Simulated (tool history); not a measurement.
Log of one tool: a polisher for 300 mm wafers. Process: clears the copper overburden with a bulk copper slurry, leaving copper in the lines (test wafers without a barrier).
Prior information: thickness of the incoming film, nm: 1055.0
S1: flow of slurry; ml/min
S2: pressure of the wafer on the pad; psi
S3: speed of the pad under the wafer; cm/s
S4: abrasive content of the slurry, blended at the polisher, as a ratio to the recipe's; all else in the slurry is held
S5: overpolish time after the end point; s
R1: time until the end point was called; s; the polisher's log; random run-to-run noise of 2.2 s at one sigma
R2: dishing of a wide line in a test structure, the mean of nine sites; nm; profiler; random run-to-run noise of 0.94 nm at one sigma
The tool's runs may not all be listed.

run,hour,S1,S2,S3,S4,S5,R1,R2
1,0.0,310,1.8,130,1.0,20,135.11,67.666
2,2.2,240,1.8,130,1.0,20,141.40,67.575
3,7.4,240,2.1,130,1.0,20,119.34,74.398
4,12.7,240,2.1,130,1.0,19,119.82,72.670
5,15.4,240,2.1,130,1.0,18,117.09,70.632
6,23.1,240,2.1,130,1.0,17,115.13,69.886

Expected results for the next run?
7,28.6,240,2.1,130,1.0,16,?,?

R1: 121.15 s
R2: 67.724 nm

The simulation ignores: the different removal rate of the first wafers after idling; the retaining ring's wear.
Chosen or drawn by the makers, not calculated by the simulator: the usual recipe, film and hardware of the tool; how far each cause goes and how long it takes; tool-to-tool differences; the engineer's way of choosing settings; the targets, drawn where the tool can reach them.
